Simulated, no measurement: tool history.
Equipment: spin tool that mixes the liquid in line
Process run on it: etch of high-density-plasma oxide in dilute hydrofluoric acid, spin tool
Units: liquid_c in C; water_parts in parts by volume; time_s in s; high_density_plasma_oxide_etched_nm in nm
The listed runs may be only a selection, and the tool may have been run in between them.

run    day  liquid_c  water_parts  time_s  high_density_plasma_oxide_etched_nm
  1  0.000      25.0          150      80                               3.2846
  2  0.308      25.0          150      60                               2.4524
  3  0.679      25.0          190      60                               1.8362
  4  0.721      26.0          170      60                               2.1971
  5  1.012      26.5          150      60                               2.5791
  6  1.171      26.5          130      60                               3.0555
  7  1.317      27.0          115      60                               3.5973
  8  1.421      27.5          105      60                               4.0648
  9  1.625      28.0          100      60                               4.3493
 10  1.979      28.5           95      60                               4.6628
 11  2.225      29.0           90      60                               5.1147

Run 12, settings as shown, results not yet in. Your forecast:
 12  2.512      29.5           90      60                                    ?

Run 12 yielded high_density_plasma_oxide_etched_nm 5.1951 nm.
